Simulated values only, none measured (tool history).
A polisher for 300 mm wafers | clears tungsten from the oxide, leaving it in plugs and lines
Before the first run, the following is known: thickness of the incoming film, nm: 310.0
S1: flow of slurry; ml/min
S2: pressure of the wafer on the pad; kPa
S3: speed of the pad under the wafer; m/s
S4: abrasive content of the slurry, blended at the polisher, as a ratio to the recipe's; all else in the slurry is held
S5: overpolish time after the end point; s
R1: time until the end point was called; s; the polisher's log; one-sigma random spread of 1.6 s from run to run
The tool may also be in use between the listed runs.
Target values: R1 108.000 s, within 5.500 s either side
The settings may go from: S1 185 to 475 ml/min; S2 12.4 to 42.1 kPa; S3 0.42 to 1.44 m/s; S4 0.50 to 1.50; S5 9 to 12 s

run,hour,S1,S2,S3,S4,S5,R1
1,0.0,305,26.9,0.92,1.00,12,75.124
2,5.0,305,26.9,0.92,1.00,12,77.158
3,13.2,305,26.9,0.92,0.85,12,78.589
4,20.3,305,25.5,0.92,0.85,12,84.451
5,27.6,305,24.1,0.92,0.85,12,88.779
6,34.7,380,24.1,0.92,0.85,12,86.482
7,42.8,380,22.8,0.92,0.85,12,93.227
8,47.1,380,22.1,0.92,0.85,12,94.953
9,55.9,380,21.4,0.92,0.85,12,100.980

Consider the 5 candidate settings below. Which is the only one whose results all fall within their allowed miss of target?
A,64.7,430,17.2,0.98,0.90,9,?
B,64.7,375,21.4,0.94,1.00,10,?
C,64.7,325,29.0,0.74,1.00,12,?
D,64.7,300,20.7,0.82,0.75,12,?
E,64.7,400,29.6,0.72,0.75,11,?

move,R1
A,109.240
B,90.615
C,86.141
D,118.570
E,92.619
A: all results land within tolerance of their targets
B: further off than the last run
C: further off than the last run
D: the result that was furthest off in the last run now lies on the other side of its target
E: further off than the last run
The move that meets every target is A.
